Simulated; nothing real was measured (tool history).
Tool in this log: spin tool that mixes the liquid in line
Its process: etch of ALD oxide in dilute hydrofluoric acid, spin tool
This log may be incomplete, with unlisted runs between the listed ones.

run,hour,temperature setpoint of the liquid (°C),parts of water to one part of 49 % hydrofluoric acid (parts by volume),time under the liquid (s),thickness taken off the ALD oxide on a monitor wafer (nm)
1,0.0,23.0,90,45,11.417
2,2.1,23.0,80,45,12.991
3,5.9,24.0,75,45,14.667
4,12.0,24.5,75,45,14.948
5,15.4,24.5,90,45,12.118
6,18.4,27.5,90,45,13.553

Expected results for the next run?
7,25.6,28.0,85,45,?

Run 7 measured thickness taken off the ALD oxide on a monitor wafer (nm) 14.928.
